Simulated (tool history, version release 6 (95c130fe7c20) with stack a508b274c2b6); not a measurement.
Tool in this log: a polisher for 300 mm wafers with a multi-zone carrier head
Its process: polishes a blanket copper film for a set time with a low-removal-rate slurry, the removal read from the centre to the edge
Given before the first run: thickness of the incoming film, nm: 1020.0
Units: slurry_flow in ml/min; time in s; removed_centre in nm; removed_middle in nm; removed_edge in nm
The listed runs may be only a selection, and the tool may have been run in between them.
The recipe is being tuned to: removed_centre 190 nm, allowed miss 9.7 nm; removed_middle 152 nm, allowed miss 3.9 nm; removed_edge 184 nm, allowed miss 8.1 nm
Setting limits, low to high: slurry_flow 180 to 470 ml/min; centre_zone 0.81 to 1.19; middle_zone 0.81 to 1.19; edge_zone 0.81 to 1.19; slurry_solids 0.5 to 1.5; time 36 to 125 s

| run | hour | slurry_flow | centre_zone | middle_zone | edge_zone | slurry_solids | time | removed_centre | removed_middle | removed_edge |
|---|---|---|---|---|---|---|---|---|---|---|
| 1 | 0 | 300 | 1 | 1 | 1 | 1 | 80 | 223.15 | 215.44 | 211.88 |
| 2 | 1.9 | 300 | 0.95 | 1 | 1 | 1 | 80 | 212.62 | 213.8 | 209.86 |
| 3 | 7.9 | 300 | 0.86 | 1 | 1 | 1 | 80 | 190.46 | 214.85 | 219.18 |
| 4 | 11.5 | 300 | 0.82 | 1 | 1 | 1 | 80 | 179.52 | 214 | 219.37 |
| 5 | 19.6 | 300 | 0.82 | 1 | 1.08 | 1 | 80 | 178.12 | 211.95 | 220.3 |
| 6 | 28.4 | 300 | 0.82 | 1 | 1.08 | 1 | 97 | 215.26 | 259.12 | 271.67 |
| 7 | 30.5 | 295 | 0.86 | 0.96 | 1.09 | 0.9 | 92 | 209.66 | 229.84 | 247.71 |
| 8 | 33.1 | 290 | 0.89 | 0.92 | 1.1 | 0.8 | 88 | 198.66 | 201.13 | 227.7 |
| 9 | 33.9 | 285 | 0.92 | 0.9 | 1.09 | 0.75 | 86 | 191.7 | 190.07 | 217.38 |
| 10 | 34.7 | 285 | 0.95 | 0.88 | 1.08 | 0.7 | 85 | 192.33 | 176.92 | 209.5 |
| 11 | 41 | 285 | 0.97 | 0.87 | 1.05 | 0.65 | 85 | 195.46 | 171.81 | 200.86 |
| 12 | 48.2 | 280 | 0.97 | 0.86 | 1.04 | 0.65 | 85 | 191.47 | 167.92 | 199.88 |
| 13 | 49.5 | 275 | 0.98 | 0.85 | 1.02 | 0.65 | 85 | 195.1 | 168.98 | 197.76 |
| 14 | 51 | 275 | 0.99 | 0.84 | 1.02 | 0.6 | 85 | 194.87 | 160.01 | 192.12 |
| 15 | 54.8 | 270 | 0.99 | 0.83 | 1.01 | 0.6 | 85 | 190.53 | 161.24 | 188.93 |
| 16 | 59.8 | 270 | 1 | 0.83 | 1.01 | 0.6 | 85 | 188.67 | 160.08 | 190.59 |
| 17 | 67 | 270 | 1.01 | 0.83 | 1.01 | 0.6 | 85 | 192.58 | 157.59 | 191.05 |

Consider the 4 candidate settings below. Which is the only one whose results all fall within their allowed miss of target?
| A | 74.2 | 310 | 0.94 | 0.84 | 0.94 | 0.85 | 75 | ? | ? | ? |
| B | 74.2 | 210 | 1.1 | 0.92 | 1.11 | 0.85 | 73 | ? | ? | ? |
| C | 74.2 | 240 | 1.08 | 0.86 | 1.12 | 0.5 | 87 | ? | ? | ? |
| D | 74.2 | 350 | 1.06 | 0.88 | 0.95 | 0.65 | 82 | ? | ? | ? |

| move | removed_centre | removed_middle | removed_edge |
|---|---|---|---|
| A | 188.31 | 164.73 | 184.82 |
| B | 205.29 | 165.74 | 188.98 |
| C | 196.46 | 152.6 | 184.23 |
| D | 213.03 | 171.21 | 185.37 |
A: moves away from the targets compared with the last run
B: moves away from the targets compared with the last run
C: all results land within tolerance of their targets
D: moves away from the targets compared with the last run
So the answer is move C, the one that meets all the targets.

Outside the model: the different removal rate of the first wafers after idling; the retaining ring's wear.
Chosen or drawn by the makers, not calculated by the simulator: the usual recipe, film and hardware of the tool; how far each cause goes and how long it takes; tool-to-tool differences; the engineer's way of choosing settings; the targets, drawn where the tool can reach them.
